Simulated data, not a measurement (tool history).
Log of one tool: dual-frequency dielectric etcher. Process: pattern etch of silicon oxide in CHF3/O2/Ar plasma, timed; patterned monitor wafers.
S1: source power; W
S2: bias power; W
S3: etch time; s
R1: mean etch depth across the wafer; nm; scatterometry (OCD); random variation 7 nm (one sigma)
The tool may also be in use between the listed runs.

run 1 hour=0 | S1=560 S2=150 S3=491.5 | R1=897.48
run 2 hour=0.5 | S1=600 S2=150 S3=491.5 | R1=920.78
run 3 hour=5.8 | S1=600 S2=168 S3=491.5 | R1=943.41
run 4 hour=10.7 | S1=600 S2=168 S3=491.5 | R1=950.28
run 5 hour=11.6 | S1=630 S2=171 S3=492.5 | R1=978.97
run 6 hour=13.8 | S1=540 S2=171 S3=492.5 | R1=922.42
run 7 hour=22.1 | S1=570 S2=175 S3=494 | R1=949.82

Run 8 comes next. What will it give?
run 8 hour=29.9 | S1=600 S2=178 S3=495 | R1=?

R1: 976.11 nm
